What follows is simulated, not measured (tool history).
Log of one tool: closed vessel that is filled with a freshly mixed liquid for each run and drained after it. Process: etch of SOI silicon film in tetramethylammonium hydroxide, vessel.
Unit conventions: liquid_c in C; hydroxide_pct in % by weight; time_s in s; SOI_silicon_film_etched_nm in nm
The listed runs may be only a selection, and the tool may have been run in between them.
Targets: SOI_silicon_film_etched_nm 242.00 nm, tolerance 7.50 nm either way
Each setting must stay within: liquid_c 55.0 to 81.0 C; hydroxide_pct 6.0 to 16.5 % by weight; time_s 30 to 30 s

{"run": 1, "hour": 0.0, "liquid_c": 68.0, "hydroxide_pct": 11.0, "time_s": 30, "SOI_silicon_film_etched_nm": 204.36}
{"run": 2, "hour": 3.6, "liquid_c": 68.0, "hydroxide_pct": 11.0, "time_s": 30, "SOI_silicon_film_etched_nm": 204.9}
{"run": 3, "hour": 8.1, "liquid_c": 68.0, "hydroxide_pct": 11.0, "time_s": 30, "SOI_silicon_film_etched_nm": 203.82}
{"run": 4, "hour": 17.0, "liquid_c": 68.5, "hydroxide_pct": 11.0, "time_s": 30, "SOI_silicon_film_etched_nm": 214.2}
{"run": 5, "hour": 19.4, "liquid_c": 69.0, "hydroxide_pct": 11.0, "time_s": 30, "SOI_silicon_film_etched_nm": 215.4}
{"run": 6, "hour": 26.5, "liquid_c": 69.0, "hydroxide_pct": 11.0, "time_s": 30, "SOI_silicon_film_etched_nm": 218.16}
{"run": 7, "hour": 33.9, "liquid_c": 69.5, "hydroxide_pct": 11.0, "time_s": 30, "SOI_silicon_film_etched_nm": 220.25}
{"run": 8, "hour": 37.4, "liquid_c": 69.5, "hydroxide_pct": 11.0, "time_s": 30, "SOI_silicon_film_etched_nm": 225.22}

Consider the 4 candidate settings below. Which is the only one whose results all fall within their allowed miss of target?
{"run": "A", "hour": 40.9, "liquid_c": 69.0, "hydroxide_pct": 10.5, "time_s": 30, "SOI_silicon_film_etched_nm": "?"}
{"run": "B", "hour": 40.9, "liquid_c": 72.5, "hydroxide_pct": 12.0, "time_s": 30, "SOI_silicon_film_etched_nm": "?"}
{"run": "C", "hour": 40.9, "liquid_c": 69.0, "hydroxide_pct": 6.0, "time_s": 30, "SOI_silicon_film_etched_nm": "?"}
{"run": "D", "hour": 40.9, "liquid_c": 70.5, "hydroxide_pct": 10.5, "time_s": 30, "SOI_silicon_film_etched_nm": "?"}

move=A SOI_silicon_film_etched_nm=217.83
move=B SOI_silicon_film_etched_nm=254.36
move=C SOI_silicon_film_etched_nm=258.64
move=D SOI_silicon_film_etched_nm=237.91
A: moves away from the targets compared with the last run
B: carries the result that was furthest off beyond its target, to the other side
C: carries the result that was furthest off beyond its target, to the other side
D: meets every target
So the answer is move D, the one that meets all the targets.

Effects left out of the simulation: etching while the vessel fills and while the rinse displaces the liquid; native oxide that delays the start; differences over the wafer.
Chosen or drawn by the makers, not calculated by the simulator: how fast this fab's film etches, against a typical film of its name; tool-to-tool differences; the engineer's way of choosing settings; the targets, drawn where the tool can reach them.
